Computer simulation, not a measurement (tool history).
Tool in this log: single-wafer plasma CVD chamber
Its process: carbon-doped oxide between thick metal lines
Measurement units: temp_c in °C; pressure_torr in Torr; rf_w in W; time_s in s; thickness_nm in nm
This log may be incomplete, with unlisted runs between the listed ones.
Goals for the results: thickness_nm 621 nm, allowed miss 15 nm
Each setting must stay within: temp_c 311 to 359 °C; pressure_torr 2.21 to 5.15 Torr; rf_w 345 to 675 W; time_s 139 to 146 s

Run 1, hour 0: temp_c 335 °C, pressure_torr 3.68 Torr, rf_w 510 W, time_s 146 s. Result: thickness_nm 763.84 nm.
Run 2, hour 0.7: temp_c 337 °C, pressure_torr 3.52 Torr, rf_w 475 W, time_s 145 s. Result: thickness_nm 702.82 nm.
Run 3, hour 2.1: temp_c 340 °C, pressure_torr 3.32 Torr, rf_w 470 W, time_s 145 s. Result: thickness_nm 688.83 nm.
Run 4, hour 9.6: temp_c 340 °C, pressure_torr 3.98 Torr, rf_w 470 W, time_s 145 s. Result: thickness_nm 703.15 nm.
Run 5, hour 10.2: temp_c 343 °C, pressure_torr 3.86 Torr, rf_w 455 W, time_s 145 s. Result: thickness_nm 674.83 nm.
Run 6, hour 11.8: temp_c 345 °C, pressure_torr 3.78 Torr, rf_w 450 W, time_s 145 s. Result: thickness_nm 656.08 nm.
Run 7, hour 20.6: temp_c 347 °C, pressure_torr 3.74 Torr, rf_w 450 W, time_s 145 s. Result: thickness_nm 655.42 nm.
Run 8, hour 29.6: temp_c 349 °C, pressure_torr 3.68 Torr, rf_w 445 W, time_s 145 s. Result: thickness_nm 648.78 nm.

Which single option among these 5 for the next run brings every result within its allowed miss of target? Just one does.
Run A, hour 38.6: temp_c 353 °C, pressure_torr 4.91 Torr, rf_w 490 W, time_s 139 s. Result: thickness_nm ?.
Run B, hour 38.6: temp_c 349 °C, pressure_torr 3.96 Torr, rf_w 465 W, time_s 146 s. Result: thickness_nm ?.
Run C, hour 38.6: temp_c 354 °C, pressure_torr 3.23 Torr, rf_w 460 W, time_s 139 s. Result: thickness_nm ?.
Run D, hour 38.6: temp_c 354 °C, pressure_torr 3.68 Torr, rf_w 470 W, time_s 146 s. Result: thickness_nm ?.
Run E, hour 38.6: temp_c 347 °C, pressure_torr 4.26 Torr, rf_w 440 W, time_s 146 s. Result: thickness_nm ?.

move  thickness_nm
   A        701.02
   B        683.41
   C        619.13
   D        676.78
   E        652.98
A: its largest miss is bigger than the last run's
B: its largest miss is bigger than the last run's
C: meets every target
D: its largest miss is bigger than the last run's
E: its largest miss is bigger than the last run's
C is the move that brings every result within its allowed miss.
